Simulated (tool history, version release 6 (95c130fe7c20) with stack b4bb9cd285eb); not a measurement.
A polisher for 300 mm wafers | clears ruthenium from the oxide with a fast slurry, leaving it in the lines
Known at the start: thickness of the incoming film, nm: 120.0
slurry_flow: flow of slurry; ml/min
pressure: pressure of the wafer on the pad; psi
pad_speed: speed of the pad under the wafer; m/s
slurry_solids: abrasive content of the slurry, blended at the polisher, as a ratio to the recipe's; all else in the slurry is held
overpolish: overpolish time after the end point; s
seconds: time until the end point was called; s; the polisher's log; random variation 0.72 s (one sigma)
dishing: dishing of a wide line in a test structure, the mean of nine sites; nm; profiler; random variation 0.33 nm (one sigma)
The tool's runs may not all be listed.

run 1 hour=0 | slurry_flow=255 pressure=2.2 pad_speed=0.92 slurry_solids=1 overpolish=10 | seconds=46.783 dishing=21.038
run 2 hour=3.9 | slurry_flow=255 pressure=2.2 pad_speed=1.14 slurry_solids=1 overpolish=10 | seconds=38.973 dishing=24.963
run 3 hour=9.1 | slurry_flow=255 pressure=2 pad_speed=1.14 slurry_solids=1 overpolish=10 | seconds=41.882 dishing=23.199
run 4 hour=16.7 | slurry_flow=255 pressure=2 pad_speed=1.14 slurry_solids=0.85 overpolish=10 | seconds=47.973 dishing=20.912
run 5 hour=24.4 | slurry_flow=255 pressure=2 pad_speed=1.22 slurry_solids=0.85 overpolish=10 | seconds=44.209 dishing=22.373
run 6 hour=26.2 | slurry_flow=255 pressure=1.9 pad_speed=1.22 slurry_solids=0.85 overpolish=10 | seconds=45.967 dishing=21.938

The next listed run, before its measurement:
run 7 hour=31.4 | slurry_flow=255 pressure=1.8 pad_speed=1.22 slurry_solids=0.85 overpolish=10 | seconds=? dishing=?

Run 7 gave seconds 48.144 s, dishing 20.073 nm.
